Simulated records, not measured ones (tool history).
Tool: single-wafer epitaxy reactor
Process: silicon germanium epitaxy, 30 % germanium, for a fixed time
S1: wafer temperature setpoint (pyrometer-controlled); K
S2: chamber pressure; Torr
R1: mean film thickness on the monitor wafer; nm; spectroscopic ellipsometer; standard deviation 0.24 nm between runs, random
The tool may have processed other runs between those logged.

run,hour,S1,S2,R1
1,0.0,858.15,16.4,37.319
2,8.5,861.15,16.5,39.832
3,16.9,863.15,16.6,41.565
4,20.8,859.15,16.6,38.305
5,27.2,859.15,19.1,39.581
6,29.8,859.15,20.4,40.951
7,34.2,861.15,20.5,42.466
8,36.7,862.15,20.5,43.497

Predict the results of run 9:
9,42.0,863.15,20.5,?

{"run 9": {"R1": 44.816}}
